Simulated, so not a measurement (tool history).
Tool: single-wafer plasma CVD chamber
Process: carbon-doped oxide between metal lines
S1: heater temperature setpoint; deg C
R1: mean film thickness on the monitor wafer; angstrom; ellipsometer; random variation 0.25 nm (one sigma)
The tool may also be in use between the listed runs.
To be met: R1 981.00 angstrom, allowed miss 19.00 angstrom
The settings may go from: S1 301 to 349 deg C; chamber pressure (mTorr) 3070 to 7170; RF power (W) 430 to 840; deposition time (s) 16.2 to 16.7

Run 1, hour 0.0: S1 325 deg C, chamber pressure (mTorr) 5120, RF power (W) 635, deposition time (s) 16.2. Result: R1 1036.50 angstrom.
Run 2, hour 0.9: S1 328 deg C, chamber pressure (mTorr) 4970, RF power (W) 630, deposition time (s) 16.2. Result: R1 1015.50 angstrom.
Run 3, hour 7.4: S1 328 deg C, chamber pressure (mTorr) 4970, RF power (W) 705, deposition time (s) 16.2. Result: R1 1085.40 angstrom.
Run 4, hour 15.8: S1 322 deg C, chamber pressure (mTorr) 4970, RF power (W) 705, deposition time (s) 16.2. Result: R1 1113.90 angstrom.
Run 5, hour 22.8: S1 322 deg C, chamber pressure (mTorr) 4970, RF power (W) 670, deposition time (s) 16.2. Result: R1 1074.90 angstrom.
At hour 30.6: RF generator calibrated.
Run 6, hour 30.6: S1 322 deg C, chamber pressure (mTorr) 5410, RF power (W) 670, deposition time (s) 16.2. Result: R1 1126.90 angstrom.
Run 7, hour 38.7: S1 329 deg C, chamber pressure (mTorr) 5250, RF power (W) 670, deposition time (s) 16.2. Result: R1 1101.60 angstrom.
Run 8, hour 43.8: S1 329 deg C, chamber pressure (mTorr) 4920, RF power (W) 665, deposition time (s) 16.2. Result: R1 1089.00 angstrom.
Run 9, hour 45.4: S1 327 deg C, chamber pressure (mTorr) 4430, RF power (W) 650, deposition time (s) 16.2. Result: R1 1069.60 angstrom.
Run 10, hour 51.0: S1 328 deg C, chamber pressure (mTorr) 4480, RF power (W) 615, deposition time (s) 16.2. Result: R1 1031.20 angstrom.

Which of these 4 next moves meets every target?
Run A, hour 56.6: S1 346 deg C, chamber pressure (mTorr) 4310, RF power (W) 595, deposition time (s) 16.6. Result: R1 ?.
Run B, hour 56.6: S1 327 deg C, chamber pressure (mTorr) 4780, RF power (W) 595, deposition time (s) 16.2. Result: R1 ?.
Run C, hour 56.6: S1 331 deg C, chamber pressure (mTorr) 4400, RF power (W) 620, deposition time (s) 16.7. Result: R1 ?.
Run D, hour 56.6: S1 333 deg C, chamber pressure (mTorr) 4370, RF power (W) 590, deposition time (s) 16.7. Result: R1 ?.

move       R1
   A   981.86
   B  1024.20
   C  1058.50
   D  1020.90
A: meets every target
B: nearer than the last run, and not there yet
C: further off than the last run
D: nearer than the last run, and not there yet
The right move is A.

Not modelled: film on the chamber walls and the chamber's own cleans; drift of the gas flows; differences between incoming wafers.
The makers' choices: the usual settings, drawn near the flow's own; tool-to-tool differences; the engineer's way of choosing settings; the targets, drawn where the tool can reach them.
